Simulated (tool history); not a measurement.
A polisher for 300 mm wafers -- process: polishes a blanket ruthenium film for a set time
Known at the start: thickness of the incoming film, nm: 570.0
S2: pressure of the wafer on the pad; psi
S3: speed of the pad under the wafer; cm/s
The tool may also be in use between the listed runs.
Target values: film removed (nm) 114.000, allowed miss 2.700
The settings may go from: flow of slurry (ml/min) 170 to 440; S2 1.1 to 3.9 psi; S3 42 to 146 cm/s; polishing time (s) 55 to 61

run 1 day=0.000 | flow_of_slurry_(ml/min)=280 S2=2.5 S3=94 polishing_time_(s)=61 | film_removed_(nm)=62.697
run 2 day=0.212 | flow_of_slurry_(ml/min)=285 S2=2.7 S3=94 polishing_time_(s)=61 | film_removed_(nm)=66.329
run 3 day=0.325 | flow_of_slurry_(ml/min)=285 S2=2.7 S3=94 polishing_time_(s)=55 | film_removed_(nm)=60.079
run 4 day=0.675 | flow_of_slurry_(ml/min)=285 S2=2.7 S3=80 polishing_time_(s)=55 | film_removed_(nm)=50.726
run 5 day=0.796 | flow_of_slurry_(ml/min)=285 S2=2.9 S3=84 polishing_time_(s)=55 | film_removed_(nm)=56.556
run 6 day=1.092 | flow_of_slurry_(ml/min)=285 S2=2.9 S3=62 polishing_time_(s)=55 | film_removed_(nm)=42.562
run 7 day=1.296 | flow_of_slurry_(ml/min)=310 S2=3.6 S3=88 polishing_time_(s)=56 | film_removed_(nm)=72.121
run 8 day=1.333 | flow_of_slurry_(ml/min)=310 S2=3.6 S3=88 polishing_time_(s)=56 | film_removed_(nm)=72.554
run 9 day=1.425 | flow_of_slurry_(ml/min)=310 S2=3.6 S3=92 polishing_time_(s)=56 | film_removed_(nm)=74.891
run 10 day=1.504 | flow_of_slurry_(ml/min)=310 S2=3.6 S3=96 polishing_time_(s)=56 | film_removed_(nm)=78.283
run 11 day=1.725 | flow_of_slurry_(ml/min)=310 S2=3.6 S3=100 polishing_time_(s)=56 | film_removed_(nm)=82.162
run 12 day=2.075 | flow_of_slurry_(ml/min)=330 S2=3.9 S3=122 polishing_time_(s)=56 | film_removed_(nm)=106.760
run 13 day=2.304 | flow_of_slurry_(ml/min)=330 S2=3.9 S3=126 polishing_time_(s)=56 | film_removed_(nm)=110.210

Which one of the following 5 next-run settings gets every result inside its allowed miss? There is exactly one.
run A day=2.533 | flow_of_slurry_(ml/min)=340 S2=3.9 S3=126 polishing_time_(s)=58 | film_removed_(nm)=?
run B day=2.533 | flow_of_slurry_(ml/min)=325 S2=3.9 S3=114 polishing_time_(s)=61 | film_removed_(nm)=?
run C day=2.533 | flow_of_slurry_(ml/min)=385 S2=3.2 S3=126 polishing_time_(s)=61 | film_removed_(nm)=?
run D day=2.533 | flow_of_slurry_(ml/min)=315 S2=3.8 S3=122 polishing_time_(s)=56 | film_removed_(nm)=?
run E day=2.533 | flow_of_slurry_(ml/min)=320 S2=3.8 S3=128 polishing_time_(s)=55 | film_removed_(nm)=?

move=A film_removed_(nm)=114.360
move=B film_removed_(nm)=108.660
move=C film_removed_(nm)=103.230
move=D film_removed_(nm)=104.000
move=E film_removed_(nm)=107.200
A: every result within its allowed miss
B: moves away from the targets compared with the last run
C: moves away from the targets compared with the last run
D: moves away from the targets compared with the last run
E: moves away from the targets compared with the last run
A is the move that brings every result within its allowed miss.

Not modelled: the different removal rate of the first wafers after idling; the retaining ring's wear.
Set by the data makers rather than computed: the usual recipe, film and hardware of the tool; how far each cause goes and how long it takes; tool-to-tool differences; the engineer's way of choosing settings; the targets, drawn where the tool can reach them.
